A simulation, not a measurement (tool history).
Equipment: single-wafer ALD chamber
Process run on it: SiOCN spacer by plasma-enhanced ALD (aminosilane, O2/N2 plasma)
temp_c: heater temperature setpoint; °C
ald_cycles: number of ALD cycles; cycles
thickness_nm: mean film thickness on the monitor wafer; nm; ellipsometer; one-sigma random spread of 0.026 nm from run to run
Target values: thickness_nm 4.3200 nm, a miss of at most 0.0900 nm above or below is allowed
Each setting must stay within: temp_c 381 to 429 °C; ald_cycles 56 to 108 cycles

Run 1, hour 0.0: temp_c 405 °C, ald_cycles 82 cycles. Result: thickness_nm 4.8406 nm.
Run 2, hour 1.8: temp_c 407 °C, ald_cycles 81 cycles. Result: thickness_nm 4.8033 nm.
Run 3, hour 7.6: temp_c 407 °C, ald_cycles 92 cycles. Result: thickness_nm 5.4443 nm.
Run 4, hour 8.7: temp_c 408 °C, ald_cycles 89 cycles. Result: thickness_nm 5.2301 nm.
Run 5, hour 12.1: temp_c 408 °C, ald_cycles 94 cycles. Result: thickness_nm 5.5394 nm.
Run 6, hour 20.9: temp_c 403 °C, ald_cycles 94 cycles. Result: thickness_nm 5.6102 nm.
Run 7, hour 28.4: temp_c 404 °C, ald_cycles 90 cycles. Result: thickness_nm 5.3545 nm.
Run 8, hour 31.8: temp_c 406 °C, ald_cycles 87 cycles. Result: thickness_nm 5.1099 nm.
Run 9, hour 32.8: temp_c 407 °C, ald_cycles 85 cycles. Result: thickness_nm 5.0761 nm.

5 next moves are on the table. One of them brings every result within its allowed miss. Which?
Run A, hour 33.8: temp_c 412 °C, ald_cycles 100 cycles. Result: thickness_nm ?.
Run B, hour 33.8: temp_c 411 °C, ald_cycles 78 cycles. Result: thickness_nm ?.
Run C, hour 33.8: temp_c 410 °C, ald_cycles 69 cycles. Result: thickness_nm ?.
Run D, hour 33.8: temp_c 396 °C, ald_cycles 65 cycles. Result: thickness_nm ?.
Run E, hour 33.8: temp_c 407 °C, ald_cycles 73 cycles. Result: thickness_nm ?.

move  thickness_nm
   A        5.8755
   B        4.5953
   C        4.0761
   D        3.9253
   E        4.3473
A: further off than the last run
B: nearer the targets than the last run, but a result is still out of spec
C: pushes the last run's worst result past its target
D: pushes the last run's worst result past its target
E: every result within its allowed miss
Answer: E

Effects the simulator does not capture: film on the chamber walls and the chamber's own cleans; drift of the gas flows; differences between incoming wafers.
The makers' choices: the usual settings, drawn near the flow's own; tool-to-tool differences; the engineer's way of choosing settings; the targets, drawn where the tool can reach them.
